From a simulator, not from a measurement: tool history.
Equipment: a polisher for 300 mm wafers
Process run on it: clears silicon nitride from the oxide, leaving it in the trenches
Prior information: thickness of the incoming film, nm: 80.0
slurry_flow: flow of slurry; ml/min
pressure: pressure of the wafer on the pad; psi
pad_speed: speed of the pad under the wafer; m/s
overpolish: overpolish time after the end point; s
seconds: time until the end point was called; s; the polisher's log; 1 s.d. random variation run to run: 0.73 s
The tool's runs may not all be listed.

run,day,slurry_flow,pressure,pad_speed,overpolish,seconds
1,0.000,235,2.8,0.76,6,115.280
2,0.338,235,2.2,0.76,6,141.410
3,0.458,235,2.5,0.76,6,126.620
4,0.575,235,1.9,0.76,6,155.040
5,0.767,235,2.3,0.76,6,135.160
6,1.096,235,1.9,0.76,6,154.430
7,1.192,235,2.3,0.76,6,134.250
8,1.346,235,2.6,0.76,6,123.260
9,1.438,235,2.8,0.76,6,114.420
10,1.812,235,3.0,0.76,6,108.020
11,1.958,235,3.2,0.76,6,102.790
12,1.988,235,3.4,0.76,6,96.644
13,2.275,235,3.5,0.76,6,96.346
14,2.638,235,3.6,0.76,6,93.478
15,2.754,235,3.7,0.76,6,91.345
16,2.958,235,3.8,0.76,6,89.520

Estimate the outcome of run 17 from the log above:
17,3.267,235,3.9,0.76,6,?

{"run 17": {"seconds": 85.311}}
